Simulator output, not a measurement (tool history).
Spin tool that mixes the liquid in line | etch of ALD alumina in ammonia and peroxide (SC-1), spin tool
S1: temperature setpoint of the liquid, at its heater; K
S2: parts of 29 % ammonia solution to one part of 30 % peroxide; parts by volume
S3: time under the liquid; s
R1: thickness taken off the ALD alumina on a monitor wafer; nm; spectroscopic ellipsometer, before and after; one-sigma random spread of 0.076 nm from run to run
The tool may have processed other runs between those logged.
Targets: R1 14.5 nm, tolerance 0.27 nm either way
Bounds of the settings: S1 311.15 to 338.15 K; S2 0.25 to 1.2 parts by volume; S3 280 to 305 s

{"run": 1, "hour": 0.0, "S1": 322.15, "S2": 0.95, "S3": 280, "R1": 15.657}
{"run": 2, "hour": 2.8, "S1": 321.65, "S2": 0.95, "S3": 280, "R1": 15.27}
{"run": 3, "hour": 4.8, "S1": 315.65, "S2": 0.95, "S3": 280, "R1": 10.688}
{"run": 4, "hour": 8.3, "S1": 317.15, "S2": 0.95, "S3": 280, "R1": 11.839}
{"run": 5, "hour": 13.0, "S1": 318.15, "S2": 0.95, "S3": 280, "R1": 12.535}
{"hour": 21.9, "done": "new drum of ammonia solution connected"}
{"run": 6, "hour": 21.9, "S1": 318.15, "S2": 0.95, "S3": 280, "R1": 12.619}
{"run": 7, "hour": 25.9, "S1": 319.15, "S2": 0.95, "S3": 280, "R1": 13.374}
{"run": 8, "hour": 34.4, "S1": 319.65, "S2": 0.95, "S3": 280, "R1": 13.79}
{"run": 9, "hour": 35.3, "S1": 320.15, "S2": 0.95, "S3": 280, "R1": 14.069}

Next run, 5 choices. One meets every target within its allowed miss, the rest don't. Which?
{"run": "A", "hour": 36.2, "S1": 319.65, "S2": 0.95, "S3": 280, "R1": "?"}
{"run": "B", "hour": 36.2, "S1": 318.65, "S2": 1.1, "S3": 295, "R1": "?"}
{"run": "C", "hour": 36.2, "S1": 320.15, "S2": 0.65, "S3": 300, "R1": "?"}
{"run": "D", "hour": 36.2, "S1": 318.65, "S2": 0.65, "S3": 300, "R1": "?"}
{"run": "E", "hour": 36.2, "S1": 318.15, "S2": 1.15, "S3": 300, "R1": "?"}

move=A R1=13.641
move=B R1=13.773
move=C R1=14.499
move=D R1=13.322
move=E R1=13.672
A: misses by more than the last run did
B: misses by more than the last run did
C: each result inside its tolerance
D: misses by more than the last run did
E: misses by more than the last run did
Answer: C
